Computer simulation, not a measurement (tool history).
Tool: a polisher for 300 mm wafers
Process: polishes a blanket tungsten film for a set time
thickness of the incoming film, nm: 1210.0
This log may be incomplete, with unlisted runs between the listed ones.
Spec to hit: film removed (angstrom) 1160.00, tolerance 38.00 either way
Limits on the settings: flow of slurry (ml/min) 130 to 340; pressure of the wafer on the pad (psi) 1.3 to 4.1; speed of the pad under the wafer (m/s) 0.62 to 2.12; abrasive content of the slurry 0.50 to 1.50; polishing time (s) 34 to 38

run    day  flow of slurry (ml/min)  pressure of the wafer on the pad (psi)  speed of the pad under the wafer (m/s)  abrasive content of the slurry  polishing time (s)  film removed (angstrom)
  1  0.000                      220                                     2.7                                    1.36                            1.00                  38                  1415.80
  2  0.296                      220                                     2.7                                    1.18                            1.00                  38                  1207.50
  3  0.346                      220                                     2.4                                    1.18                            1.00                  38                  1088.50
  4  0.712                      220                                     2.1                                    1.18                            1.00                  38                   953.85
  5  0.800                      220                                     1.6                                    1.18                            1.00                  38                   737.80
  6  1.171                      220                                     1.7                                    1.18                            1.00                  38                   767.91
  7  1.396                      220                                     1.8                                    1.18                            1.00                  38                   818.97
  8  1.508                      220                                     1.9                                    1.18                            1.00                  38                   848.90
  9  1.612                      220                                     2.0                                    1.18                            1.00                  38                   900.29
 10  1.767                      230                                     2.7                                    1.20                            1.00                  38                  1226.40

Which single option among these 5 for the next run brings every result within its allowed miss of target? Just one does.
  A  1.921                      190                                     2.3                                    1.52                            0.85                  38                        ?
  B  1.921                      230                                     2.9                                    1.28                            1.10                  37                        ?
  C  1.921                      225                                     2.8                                    1.24                            0.95                  38                        ?
  D  1.921                      335                                     3.2                                    1.06                            0.80                  34                        ?
  E  1.921                      170                                     2.5                                    1.16                            1.05                  38                        ?

move  film removed (angstrom)
   A                  1257.20
   B                  1383.10
   C                  1298.90
   D                  1157.80
   E                  1061.10
A: moves away from the targets compared with the last run
B: moves away from the targets compared with the last run
C: moves away from the targets compared with the last run
D: in spec on every target
E: pushes the last run's worst result past its target
Go with D: it meets all targets.
